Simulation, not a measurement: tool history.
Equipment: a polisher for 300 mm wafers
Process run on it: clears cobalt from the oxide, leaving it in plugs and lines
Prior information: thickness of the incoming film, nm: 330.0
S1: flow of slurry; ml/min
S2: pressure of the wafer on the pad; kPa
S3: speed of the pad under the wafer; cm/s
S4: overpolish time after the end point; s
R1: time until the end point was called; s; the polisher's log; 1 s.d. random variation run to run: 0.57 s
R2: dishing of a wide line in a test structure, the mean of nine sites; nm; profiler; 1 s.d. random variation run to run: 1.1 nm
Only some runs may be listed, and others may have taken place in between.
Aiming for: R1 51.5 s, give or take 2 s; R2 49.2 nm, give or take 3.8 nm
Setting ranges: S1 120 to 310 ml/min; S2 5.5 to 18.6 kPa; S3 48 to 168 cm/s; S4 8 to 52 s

Run 1, hour 0: S1 200 ml/min, S2 11.7 kPa, S3 108 cm/s, S4 26 s. Result: R1 88.462 s, R2 43.687 nm.
Run 2, hour 3.8: S1 200 ml/min, S2 11.7 kPa, S3 84 cm/s, S4 26 s. Result: R1 110.99 s, R2 41.067 nm.
Run 3, hour 11.4: S1 225 ml/min, S2 11.7 kPa, S3 84 cm/s, S4 26 s. Result: R1 109.96 s, R2 41.517 nm.
Run 4, hour 12.2: S1 225 ml/min, S2 11.7 kPa, S3 84 cm/s, S4 22 s. Result: R1 110.76 s, R2 38.648 nm.
Run 5, hour 17.6: S1 225 ml/min, S2 13.8 kPa, S3 90 cm/s, S4 23 s. Result: R1 90.63 s, R2 42.552 nm.
Run 6, hour 18.2: S1 225 ml/min, S2 15.2 kPa, S3 96 cm/s, S4 22 s. Result: R1 77.418 s, R2 43.915 nm.
Run 7, hour 18.8: S1 225 ml/min, S2 15.9 kPa, S3 100 cm/s, S4 22 s. Result: R1 70.694 s, R2 45.252 nm.
Run 8, hour 19.6: S1 225 ml/min, S2 16.5 kPa, S3 104 cm/s, S4 22 s. Result: R1 65.644 s, R2 46.381 nm.
Run 9, hour 26.6: S1 225 ml/min, S2 17.2 kPa, S3 106 cm/s, S4 22 s. Result: R1 63.004 s, R2 47.287 nm.
Run 10, hour 32.1: S1 225 ml/min, S2 17.9 kPa, S3 110 cm/s, S4 21 s. Result: R1 59.613 s, R2 46.545 nm.

4 next moves are on the table. One of them brings every result within its allowed miss. Which?
Run A, hour 37.6: S1 195 ml/min, S2 15.9 kPa, S3 110 cm/s, S4 19 s. Result: R1 ?, R2 ?.
Run B, hour 37.6: S1 230 ml/min, S2 18.6 kPa, S3 132 cm/s, S4 37 s. Result: R1 ?, R2 ?.
Run C, hour 37.6: S1 205 ml/min, S2 18.6 kPa, S3 138 cm/s, S4 22 s. Result: R1 ?, R2 ?.
Run D, hour 37.6: S1 225 ml/min, S2 18.6 kPa, S3 122 cm/s, S4 26 s. Result: R1 ?, R2 ?.

move      R1      R2
   A    67.8  41.865
   B  48.497  47.223
   C  47.045  46.004
   D  52.492  46.307
A: misses by more than the last run did
B: the result that was furthest off in the last run now lies on the other side of its target
C: the result that was furthest off in the last run now lies on the other side of its target
D: each result inside its tolerance
D is the move that brings every result within its allowed miss.
